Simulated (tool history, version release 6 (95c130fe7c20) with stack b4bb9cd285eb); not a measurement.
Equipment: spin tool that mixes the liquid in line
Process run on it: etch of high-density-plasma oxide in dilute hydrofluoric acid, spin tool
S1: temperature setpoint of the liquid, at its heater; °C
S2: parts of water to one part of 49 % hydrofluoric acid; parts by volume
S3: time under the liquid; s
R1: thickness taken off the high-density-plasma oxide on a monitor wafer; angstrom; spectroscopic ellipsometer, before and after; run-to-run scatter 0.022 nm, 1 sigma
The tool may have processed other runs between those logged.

Run 1, hour 0: S1 24 °C, S2 275 parts by volume, S3 95 s. Result: R1 28.329 angstrom.
Run 2, hour 7.7: S1 25.5 °C, S2 275 parts by volume, S3 95 s. Result: R1 29.831 angstrom.
Run 3, hour 10.1: S1 25.5 °C, S2 210 parts by volume, S3 95 s. Result: R1 42.28 angstrom.
Run 4, hour 18.4: S1 25 °C, S2 210 parts by volume, S3 95 s. Result: R1 41.316 angstrom.
Run 5, hour 23: S1 24.5 °C, S2 210 parts by volume, S3 95 s. Result: R1 40.405 angstrom.
Run 6, hour 31.1: S1 24 °C, S2 210 parts by volume, S3 95 s. Result: R1 39.985 angstrom.

For run 7, what comes out?
Run 7, hour 33.1: S1 23.5 °C, S2 210 parts by volume, S3 95 s. Result: R1 ?.

R1: 39.139 angstrom
